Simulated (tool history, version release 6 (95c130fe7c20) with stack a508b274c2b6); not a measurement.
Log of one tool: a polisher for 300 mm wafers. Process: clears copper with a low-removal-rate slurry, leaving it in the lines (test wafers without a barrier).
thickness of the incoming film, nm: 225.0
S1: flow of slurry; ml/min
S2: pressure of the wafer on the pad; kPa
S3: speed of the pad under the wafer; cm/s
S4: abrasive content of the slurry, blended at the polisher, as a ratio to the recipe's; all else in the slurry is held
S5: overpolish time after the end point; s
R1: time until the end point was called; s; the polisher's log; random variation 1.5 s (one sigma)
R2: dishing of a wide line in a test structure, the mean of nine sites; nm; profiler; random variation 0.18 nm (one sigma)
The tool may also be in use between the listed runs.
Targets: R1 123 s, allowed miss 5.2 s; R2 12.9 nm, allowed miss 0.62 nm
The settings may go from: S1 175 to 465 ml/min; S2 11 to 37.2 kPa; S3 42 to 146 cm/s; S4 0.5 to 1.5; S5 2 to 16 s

{"run": 1, "hour": 0.0, "S1": 295, "S2": 24.1, "S3": 94, "S4": 1, "S5": 8, "R1": 77.22, "R2": 12.774}
{"run": 2, "hour": 8.8, "S1": 295, "S2": 21.4, "S3": 94, "S4": 1, "S5": 9, "R1": 84.859, "R2": 12.998}
{"run": 3, "hour": 17.4, "S1": 295, "S2": 18.6, "S3": 94, "S4": 1, "S5": 10, "R1": 94.87, "R2": 12.864}
{"run": 4, "hour": 25.0, "S1": 295, "S2": 17.2, "S3": 94, "S4": 1, "S5": 11, "R1": 100.03, "R2": 13.227}
{"run": 5, "hour": 32.1, "S1": 295, "S2": 15.9, "S3": 94, "S4": 1, "S5": 11, "R1": 107.16, "R2": 12.777}
{"run": 6, "hour": 39.2, "S1": 295, "S2": 15.9, "S3": 94, "S4": 1, "S5": 9, "R1": 104.9, "R2": 11.3}
{"run": 7, "hour": 40.6, "S1": 295, "S2": 15.2, "S3": 94, "S4": 1, "S5": 10, "R1": 109.23, "R2": 11.725}
{"run": 8, "hour": 43.8, "S1": 295, "S2": 14.5, "S3": 94, "S4": 1, "S5": 11, "R1": 114.24, "R2": 12.192}
{"run": 9, "hour": 48.5, "S1": 295, "S2": 13.8, "S3": 94, "S4": 1, "S5": 11, "R1": 116.05, "R2": 11.848}
{"run": 10, "hour": 53.3, "S1": 295, "S2": 13.8, "S3": 94, "S4": 1, "S5": 11, "R1": 117.06, "R2": 11.74}
{"run": 11, "hour": 57.2, "S1": 295, "S2": 13.1, "S3": 94, "S4": 1, "S5": 12, "R1": 124.68, "R2": 12.389}
{"run": 12, "hour": 58.3, "S1": 295, "S2": 13.8, "S3": 94, "S4": 1, "S5": 12, "R1": 116.81, "R2": 12.932}
{"run": 13, "hour": 62.4, "S1": 295, "S2": 13.1, "S3": 94, "S4": 1, "S5": 12, "R1": 118.3, "R2": 12.166}

Which of these 4 next moves meets every target?
{"run": "A", "hour": 66.5, "S1": 330, "S2": 14.5, "S3": 86, "S4": 0.95, "S5": 11, "R1": "?", "R2": "?"}
{"run": "B", "hour": 66.5, "S1": 190, "S2": 13.1, "S3": 108, "S4": 1, "S5": 12, "R1": "?", "R2": "?"}
{"run": "C", "hour": 66.5, "S1": 320, "S2": 16.5, "S3": 74, "S4": 1.25, "S5": 13, "R1": "?", "R2": "?"}
{"run": "D", "hour": 66.5, "S1": 230, "S2": 11, "S3": 114, "S4": 1.15, "S5": 10, "R1": "?", "R2": "?"}

move=A R1=122.78 R2=11.574
move=B R1=110.71 R2=13.12
move=C R1=121.99 R2=13.016
move=D R1=113.02 R2=11.439
A: further off than the last run
B: brings the result that was furthest off to its target, and leaves another outside
C: meets every target
D: further off than the last run
Move C is the one to make.

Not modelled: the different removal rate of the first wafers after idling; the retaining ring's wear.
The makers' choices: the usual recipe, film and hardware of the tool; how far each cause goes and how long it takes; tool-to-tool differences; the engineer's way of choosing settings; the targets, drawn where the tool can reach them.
